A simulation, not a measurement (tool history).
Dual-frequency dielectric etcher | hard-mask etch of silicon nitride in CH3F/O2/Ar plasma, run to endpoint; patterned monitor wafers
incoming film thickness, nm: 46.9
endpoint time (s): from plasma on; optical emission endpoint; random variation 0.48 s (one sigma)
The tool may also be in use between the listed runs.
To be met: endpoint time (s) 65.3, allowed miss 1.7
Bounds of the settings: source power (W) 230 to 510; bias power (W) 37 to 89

run	hour	source power (W)	bias power (W)	endpoint time (s)
1	0	370	63	72.807
2	3.1	380	64	70.514
3	10.7	340	64	74.801
4	12	360	65	72.247
5	18.4	370	66	71.282
6	19.1	380	67	69.838
7	21.2	390	67	69.694
8	23.3	400	68	67.828

Which of these 5 next moves meets every target?
A	25.4	380	67	?
B	25.4	470	73	?
C	25.4	390	66	?
D	25.4	430	69	?
E	25.4	420	58	?

move	endpoint time (s)
A	70.223
B	62.307
C	69.766
D	65.919
E	70.342
A: further off than the last run
B: takes the result that was furthest off past its target
C: further off than the last run
D: meets every target
E: further off than the last run
Answer: D
